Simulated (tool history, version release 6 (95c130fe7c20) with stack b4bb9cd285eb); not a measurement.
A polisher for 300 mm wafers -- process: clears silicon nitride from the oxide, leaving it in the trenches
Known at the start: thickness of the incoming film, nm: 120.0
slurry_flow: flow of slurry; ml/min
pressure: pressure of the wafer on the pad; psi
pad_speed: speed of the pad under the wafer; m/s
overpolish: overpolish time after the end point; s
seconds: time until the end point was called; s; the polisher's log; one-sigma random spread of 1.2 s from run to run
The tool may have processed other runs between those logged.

run 1 day=0.000 | slurry_flow=260 pressure=2.7 pad_speed=1.20 overpolish=4 | seconds=113.330
run 2 day=0.183 | slurry_flow=260 pressure=2.3 pad_speed=1.20 overpolish=4 | seconds=135.360
run 3 day=0.292 | slurry_flow=260 pressure=2.5 pad_speed=1.22 overpolish=4 | seconds=120.510
run 4 day=0.650 | slurry_flow=260 pressure=2.0 pad_speed=1.22 overpolish=4 | seconds=151.130
run 5 day=0.933 | slurry_flow=260 pressure=2.2 pad_speed=1.24 overpolish=4 | seconds=138.850
run 6 day=1.158 | slurry_flow=260 pressure=2.4 pad_speed=1.26 overpolish=4 | seconds=120.030
-- day=1.492 worn pad replaced by a new one
run 7 day=1.492 | slurry_flow=260 pressure=2.6 pad_speed=1.26 overpolish=4 | seconds=100.700
run 8 day=1.571 | slurry_flow=260 pressure=2.7 pad_speed=1.26 overpolish=4 | seconds=99.962

Estimate the outcome of run 9 from the log above:
run 9 day=1.679 | slurry_flow=260 pressure=2.8 pad_speed=1.26 overpolish=4 | seconds=?

Run 9 produced seconds 92.675 s.
